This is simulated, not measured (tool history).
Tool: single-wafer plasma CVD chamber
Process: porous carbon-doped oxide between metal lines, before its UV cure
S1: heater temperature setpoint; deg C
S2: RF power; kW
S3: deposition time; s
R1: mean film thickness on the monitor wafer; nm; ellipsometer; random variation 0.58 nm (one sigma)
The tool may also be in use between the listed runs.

{"run": 1, "hour": 0.0, "S1": 285, "S2": 0.54, "S3": 38.1, "R1": 223.16}
{"run": 2, "hour": 7.9, "S1": 285, "S2": 0.54, "S3": 38.1, "R1": 223.11}
{"run": 3, "hour": 10.8, "S1": 290, "S2": 0.54, "S3": 38.1, "R1": 215.79}
{"run": 4, "hour": 18.3, "S1": 290, "S2": 0.49, "S3": 38.1, "R1": 206.33}
{"run": 5, "hour": 19.2, "S1": 290, "S2": 0.44, "S3": 38.1, "R1": 195.5}
{"run": 6, "hour": 27.0, "S1": 294, "S2": 0.435, "S3": 38.1, "R1": 189.22}
{"run": 7, "hour": 35.3, "S1": 296, "S2": 0.43, "S3": 38.1, "R1": 187.81}
{"run": 8, "hour": 44.0, "S1": 299, "S2": 0.425, "S3": 38.1, "R1": 182.41}
{"run": 9, "hour": 49.0, "S1": 300, "S2": 0.425, "S3": 38.1, "R1": 181.73}

Run 10 comes next. What will it give?
{"run": 10, "hour": 50.3, "S1": 301, "S2": 0.425, "S3": 38.1, "R1": "?"}

R1: 180.53 nm

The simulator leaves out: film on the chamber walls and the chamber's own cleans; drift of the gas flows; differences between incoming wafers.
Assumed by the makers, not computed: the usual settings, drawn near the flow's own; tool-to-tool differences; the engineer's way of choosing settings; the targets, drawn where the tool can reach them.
